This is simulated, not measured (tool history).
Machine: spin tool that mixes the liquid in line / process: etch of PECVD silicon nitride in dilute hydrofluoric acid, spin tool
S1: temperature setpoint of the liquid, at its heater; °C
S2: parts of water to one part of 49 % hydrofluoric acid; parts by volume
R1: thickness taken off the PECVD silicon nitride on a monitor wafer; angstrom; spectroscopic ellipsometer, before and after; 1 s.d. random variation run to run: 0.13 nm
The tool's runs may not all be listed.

Run 1, hour 0.0: S1 24.0 °C, S2 55 parts by volume, time under the liquid (s) 300. Result: R1 229.89 angstrom.
Run 2, hour 3.8: S1 24.0 °C, S2 55 parts by volume, time under the liquid (s) 300. Result: R1 230.95 angstrom.
Run 3, hour 10.5: S1 24.0 °C, S2 55 parts by volume, time under the liquid (s) 300. Result: R1 234.59 angstrom.
Run 4, hour 13.4: S1 21.5 °C, S2 55 parts by volume, time under the liquid (s) 300. Result: R1 196.17 angstrom.
Run 5, hour 16.0: S1 20.0 °C, S2 55 parts by volume, time under the liquid (s) 300. Result: R1 174.37 angstrom.
Run 6, hour 19.9: S1 20.0 °C, S2 55 parts by volume, time under the liquid (s) 300. Result: R1 175.78 angstrom.

What does the tool deliver on the next run?
Run 7, hour 24.3: S1 19.0 °C, S2 55 parts by volume, time under the liquid (s) 300. Result: R1 ?.

{"run 7": {"R1": 163.66}}
